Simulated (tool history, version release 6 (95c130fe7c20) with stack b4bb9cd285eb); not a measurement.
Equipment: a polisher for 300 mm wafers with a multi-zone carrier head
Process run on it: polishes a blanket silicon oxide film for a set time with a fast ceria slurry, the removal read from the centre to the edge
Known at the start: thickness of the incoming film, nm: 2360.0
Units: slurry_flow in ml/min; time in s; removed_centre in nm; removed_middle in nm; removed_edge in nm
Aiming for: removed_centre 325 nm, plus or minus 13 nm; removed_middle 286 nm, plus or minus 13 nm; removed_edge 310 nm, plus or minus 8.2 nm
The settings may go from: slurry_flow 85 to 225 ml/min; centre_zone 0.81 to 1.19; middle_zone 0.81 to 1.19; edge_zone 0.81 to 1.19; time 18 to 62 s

{"run": 1, "day": 0.0, "slurry_flow": 145, "centre_zone": 1, "middle_zone": 1, "edge_zone": 1, "time": 40, "removed_centre": 385.18, "removed_middle": 407.24, "removed_edge": 396.38}
{"run": 2, "day": 0.267, "slurry_flow": 145, "centre_zone": 1, "middle_zone": 1, "edge_zone": 0.94, "time": 40, "removed_centre": 383.47, "removed_middle": 407.68, "removed_edge": 387.39}
{"run": 3, "day": 0.396, "slurry_flow": 145, "centre_zone": 1, "middle_zone": 1, "edge_zone": 0.94, "time": 33, "removed_centre": 314.21, "removed_middle": 340.63, "removed_edge": 316.92}
{"run": 4, "day": 0.462, "slurry_flow": 145, "centre_zone": 1, "middle_zone": 1, "edge_zone": 0.87, "time": 33, "removed_centre": 307.94, "removed_middle": 337.65, "removed_edge": 307.95}
{"run": 5, "day": 0.55, "slurry_flow": 145, "centre_zone": 1.01, "middle_zone": 0.98, "edge_zone": 0.87, "time": 33, "removed_centre": 314.78, "removed_middle": 336.4, "removed_edge": 307.35}
{"run": 6, "day": 0.579, "slurry_flow": 145, "centre_zone": 1.01, "middle_zone": 0.98, "edge_zone": 0.91, "time": 33, "removed_centre": 321.71, "removed_middle": 342.2, "removed_edge": 311.36}
{"run": 7, "day": 0.746, "slurry_flow": 140, "centre_zone": 1.01, "middle_zone": 0.96, "edge_zone": 0.94, "time": 33, "removed_centre": 311.9, "removed_middle": 324.61, "removed_edge": 318.36}
{"run": 8, "day": 0.896, "slurry_flow": 140, "centre_zone": 1.02, "middle_zone": 0.95, "edge_zone": 0.94, "time": 33, "removed_centre": 317.27, "removed_middle": 320.79, "removed_edge": 316.47}
{"run": 9, "day": 1.096, "slurry_flow": 140, "centre_zone": 1.03, "middle_zone": 0.94, "edge_zone": 0.94, "time": 33, "removed_centre": 326.83, "removed_middle": 316.24, "removed_edge": 318.12}
{"run": 10, "day": 1.392, "slurry_flow": 140, "centre_zone": 1.03, "middle_zone": 0.93, "edge_zone": 0.94, "time": 33, "removed_centre": 319.35, "removed_middle": 311.56, "removed_edge": 318.16}
{"run": 11, "day": 1.5, "slurry_flow": 140, "centre_zone": 1.03, "middle_zone": 0.93, "edge_zone": 0.94, "time": 33, "removed_centre": 317.15, "removed_middle": 314.28, "removed_edge": 315.48}

Consider the 5 candidate settings below. Which is the only one whose results all fall within their allowed miss of target?
{"run": "A", "day": 1.608, "slurry_flow": 135, "centre_zone": 1.05, "middle_zone": 0.82, "edge_zone": 0.91, "time": 33, "removed_centre": "?", "removed_middle": "?", "removed_edge": "?"}
{"run": "B", "day": 1.608, "slurry_flow": 190, "centre_zone": 1.17, "middle_zone": 0.87, "edge_zone": 1.01, "time": 30, "removed_centre": "?", "removed_middle": "?", "removed_edge": "?"}
{"run": "C", "day": 1.608, "slurry_flow": 175, "centre_zone": 1.18, "middle_zone": 0.95, "edge_zone": 1.01, "time": 30, "removed_centre": "?", "removed_middle": "?", "removed_edge": "?"}
{"run": "D", "day": 1.608, "slurry_flow": 150, "centre_zone": 1.18, "middle_zone": 0.86, "edge_zone": 0.95, "time": 32, "removed_centre": "?", "removed_middle": "?", "removed_edge": "?"}
{"run": "E", "day": 1.608, "slurry_flow": 175, "centre_zone": 1.11, "middle_zone": 0.99, "edge_zone": 0.84, "time": 31, "removed_centre": "?", "removed_middle": "?", "removed_edge": "?"}

move=A removed_centre=322.55 removed_middle=277.77 removed_edge=311.32
move=B removed_centre=352.46 removed_middle=282.96 removed_edge=311.65
move=C removed_centre=350.28 removed_middle=300.28 removed_edge=308.22
move=D removed_centre=361.27 removed_middle=286.43 removed_edge=312.96
move=E removed_centre=340.45 removed_middle=321.43 removed_edge=292.22
A: every result lands within tolerance
B: brings the last run's worst result on target, with another outside its allowed miss
C: an improvement on the last run, though not all results are within tolerance
D: brings the last run's worst result on target, with another outside its allowed miss
E: misses by more than the last run did
The move that meets every target is A.
